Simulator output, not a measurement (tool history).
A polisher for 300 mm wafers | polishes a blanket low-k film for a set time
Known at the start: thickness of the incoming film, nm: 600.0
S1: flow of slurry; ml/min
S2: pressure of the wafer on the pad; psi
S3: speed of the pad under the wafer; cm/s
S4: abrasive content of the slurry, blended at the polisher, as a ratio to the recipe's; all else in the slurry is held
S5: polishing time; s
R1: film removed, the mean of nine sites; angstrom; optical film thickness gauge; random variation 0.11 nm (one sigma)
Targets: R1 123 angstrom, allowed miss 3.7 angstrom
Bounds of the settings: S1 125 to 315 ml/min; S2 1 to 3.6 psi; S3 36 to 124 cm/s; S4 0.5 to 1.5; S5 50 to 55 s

Run 1, hour 0: S1 205 ml/min, S2 2.3 psi, S3 80 cm/s, S4 1, S5 55 s. Result: R1 237.36 angstrom.
Run 2, hour 5.6: S1 205 ml/min, S2 2.3 psi, S3 72 cm/s, S4 1, S5 55 s. Result: R1 219.33 angstrom.
Run 3, hour 10.3: S1 180 ml/min, S2 2.3 psi, S3 72 cm/s, S4 1, S5 55 s. Result: R1 216.4 angstrom.
Run 4, hour 13.9: S1 180 ml/min, S2 2 psi, S3 72 cm/s, S4 1, S5 55 s. Result: R1 195.18 angstrom.
Run 5, hour 20.3: S1 180 ml/min, S2 1.8 psi, S3 70 cm/s, S4 1, S5 55 s. Result: R1 175.13 angstrom.
Run 6, hour 24.8: S1 180 ml/min, S2 1.8 psi, S3 70 cm/s, S4 1, S5 55 s. Result: R1 177.47 angstrom.
At hour 25.4: head pressure recalibrated.
Run 7, hour 25.4: S1 170 ml/min, S2 1.2 psi, S3 68 cm/s, S4 1, S5 55 s. Result: R1 137.11 angstrom.
Run 8, hour 27.3: S1 165 ml/min, S2 1 psi, S3 64 cm/s, S4 1, S5 55 s. Result: R1 116.31 angstrom.

Which of these 5 next moves meets every target?
Run A, hour 29.2: S1 165 ml/min, S2 1.2 psi, S3 66 cm/s, S4 0.95, S5 50 s. Result: R1 ?.
Run B, hour 29.2: S1 125 ml/min, S2 1.1 psi, S3 58 cm/s, S4 1.2, S5 51 s. Result: R1 ?.
Run C, hour 29.2: S1 190 ml/min, S2 1.1 psi, S3 62 cm/s, S4 1, S5 51 s. Result: R1 ?.
Run D, hour 29.2: S1 150 ml/min, S2 1 psi, S3 76 cm/s, S4 1, S5 50 s. Result: R1 ?.
Run E, hour 29.2: S1 125 ml/min, S2 1 psi, S3 74 cm/s, S4 1.2, S5 51 s. Result: R1 ?.

move      R1
   A  117.49
   B  111.03
   C  114.41
   D  115.37
   E  121.38
A: nearer than the last run, and not there yet
B: further off than the last run
C: further off than the last run
D: further off than the last run
E: meets every target
Move E is the one to make.
